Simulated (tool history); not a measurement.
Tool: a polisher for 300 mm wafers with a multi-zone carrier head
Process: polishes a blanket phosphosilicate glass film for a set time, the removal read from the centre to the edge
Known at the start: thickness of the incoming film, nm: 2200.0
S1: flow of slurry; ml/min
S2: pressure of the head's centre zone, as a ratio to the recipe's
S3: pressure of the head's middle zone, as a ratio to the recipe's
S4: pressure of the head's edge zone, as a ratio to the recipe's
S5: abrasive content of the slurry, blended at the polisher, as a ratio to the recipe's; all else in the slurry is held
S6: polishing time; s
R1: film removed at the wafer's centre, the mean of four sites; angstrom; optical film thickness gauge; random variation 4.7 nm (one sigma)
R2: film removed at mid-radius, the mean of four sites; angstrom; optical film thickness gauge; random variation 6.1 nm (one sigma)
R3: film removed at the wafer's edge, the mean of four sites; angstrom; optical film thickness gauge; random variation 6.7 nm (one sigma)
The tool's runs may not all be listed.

run	hour	S1	S2	S3	S4	S5	S6	R1	R2	R3
1	0	300	1	1	1	1	63	5464.4	5705.6	5225.7
2	2.7	300	1	1	1	1	69	5899.4	5979	5712.5
3	5.2	300	1.06	1	1	1	69	6268	5870.1	5688.4
4	14.1	290	1.04	0.95	1.02	0.85	69	5740.4	5316.1	5378.1
5	20.6	290	1.04	0.95	1.02	0.7	69	5307.8	4995.7	4927.3
6	25.4	290	1.04	0.95	1.1	0.7	69	5337.8	4894.2	5165.6
7	34.3	285	1.03	0.92	1.11	0.65	69	5202	4768.3	4921.4
# hour 36: edge zone pressure recalibrated
8	36	275	1.02	0.89	1.13	0.65	69	4973.2	4577.6	5089.1

Run 9 comes next. What will it give?
9	37.7	270	1.03	0.87	1.13	0.6	69	?	?	?

{"run 9": {"R1": 4869.4, "R2": 4329.4, "R3": 4903.4}}
